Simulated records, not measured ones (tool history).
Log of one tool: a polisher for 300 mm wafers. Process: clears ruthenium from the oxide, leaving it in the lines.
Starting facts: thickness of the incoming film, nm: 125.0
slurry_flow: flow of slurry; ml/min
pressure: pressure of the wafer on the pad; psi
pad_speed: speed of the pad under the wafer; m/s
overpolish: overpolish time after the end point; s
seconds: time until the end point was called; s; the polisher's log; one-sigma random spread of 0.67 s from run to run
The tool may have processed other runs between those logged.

run 1 hour=0.0 | slurry_flow=155 pressure=1.4 pad_speed=1.10 overpolish=12 | seconds=138.23
run 2 hour=8.8 | slurry_flow=180 pressure=1.4 pad_speed=1.10 overpolish=12 | seconds=134.56
run 3 hour=9.4 | slurry_flow=180 pressure=1.5 pad_speed=1.10 overpolish=12 | seconds=126.00
run 4 hour=13.6 | slurry_flow=200 pressure=1.5 pad_speed=1.10 overpolish=12 | seconds=125.28
run 5 hour=17.4 | slurry_flow=200 pressure=1.5 pad_speed=1.24 overpolish=12 | seconds=111.48
run 6 hour=20.3 | slurry_flow=200 pressure=1.5 pad_speed=1.10 overpolish=12 | seconds=124.07
run 7 hour=21.0 | slurry_flow=200 pressure=1.6 pad_speed=1.10 overpolish=12 | seconds=117.62

Run 8, settings as shown, results not yet in. Your forecast:
run 8 hour=22.0 | slurry_flow=200 pressure=1.7 pad_speed=1.10 overpolish=12 | seconds=?

Run 8 came out at seconds 111.49 s.
